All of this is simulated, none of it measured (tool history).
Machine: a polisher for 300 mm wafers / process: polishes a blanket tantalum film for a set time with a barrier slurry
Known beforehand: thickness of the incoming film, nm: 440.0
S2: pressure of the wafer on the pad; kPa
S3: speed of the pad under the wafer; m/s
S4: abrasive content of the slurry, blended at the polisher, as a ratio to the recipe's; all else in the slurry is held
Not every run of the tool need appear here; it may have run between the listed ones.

{"run": 1, "hour": 0.0, "flow of slurry (ml/min)": 125, "S2": 14.5, "S3": 0.8, "S4": 1.0, "polishing time (s)": 23, "film removed (Å)": 334.22}
{"run": 2, "hour": 5.8, "flow of slurry (ml/min)": 125, "S2": 14.5, "S3": 0.66, "S4": 1.0, "polishing time (s)": 23, "film removed (Å)": 279.43}
{"run": 3, "hour": 9.7, "flow of slurry (ml/min)": 120, "S2": 13.1, "S3": 0.66, "S4": 1.0, "polishing time (s)": 23, "film removed (Å)": 250.31}
{"run": 4, "hour": 15.5, "flow of slurry (ml/min)": 120, "S2": 13.1, "S3": 0.66, "S4": 1.15, "polishing time (s)": 23, "film removed (Å)": 259.33}
{"run": 5, "hour": 24.0, "flow of slurry (ml/min)": 120, "S2": 13.1, "S3": 0.66, "S4": 1.15, "polishing time (s)": 20, "film removed (Å)": 228.76}
{"run": 6, "hour": 26.9, "flow of slurry (ml/min)": 120, "S2": 13.1, "S3": 0.66, "S4": 1.15, "polishing time (s)": 23, "film removed (Å)": 260.23}
{"run": 7, "hour": 32.6, "flow of slurry (ml/min)": 115, "S2": 11.7, "S3": 0.66, "S4": 1.15, "polishing time (s)": 23, "film removed (Å)": 232.62}
{"run": 8, "hour": 39.7, "flow of slurry (ml/min)": 115, "S2": 11.0, "S3": 0.66, "S4": 1.15, "polishing time (s)": 23, "film removed (Å)": 221.63}

Run 9 has not been measured yet. What should we expect?
{"run": 9, "hour": 45.0, "flow of slurry (ml/min)": 105, "S2": 8.3, "S3": 0.64, "S4": 1.15, "polishing time (s)": 23, "film removed (Å)": "?"}

{"run 9": {"film removed (Å)": 157.85}}
